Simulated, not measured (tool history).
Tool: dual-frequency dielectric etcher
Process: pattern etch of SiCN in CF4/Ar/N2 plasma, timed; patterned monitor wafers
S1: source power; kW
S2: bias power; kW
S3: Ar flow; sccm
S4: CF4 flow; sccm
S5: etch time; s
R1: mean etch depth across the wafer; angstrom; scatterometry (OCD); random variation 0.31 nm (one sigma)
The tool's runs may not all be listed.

run 1 day=0 | S1=0.32 S2=0.051 S3=138 S4=68 S5=71.5 | R1=380.44
run 2 day=0.042 | S1=0.32 S2=0.043 S3=138 S4=68 S5=71.5 | R1=363.11
run 3 day=0.358 | S1=0.32 S2=0.043 S3=138 S4=79 S5=71.5 | R1=370.93
run 4 day=0.517 | S1=0.32 S2=0.049 S3=138 S4=79 S5=71.5 | R1=388.57
run 5 day=0.592 | S1=0.32 S2=0.049 S3=138 S4=87 S5=71.5 | R1=392.82
run 6 day=0.671 | S1=0.34 S2=0.049 S3=138 S4=87 S5=71.5 | R1=408.07
run 7 day=0.933 | S1=0.36 S2=0.049 S3=138 S4=87 S5=71.5 | R1=423.6

The next listed run, before its measurement:
run 8 day=0.988 | S1=0.38 S2=0.049 S3=138 S4=87 S5=71.5 | R1=?

R1: 446.36 angstrom
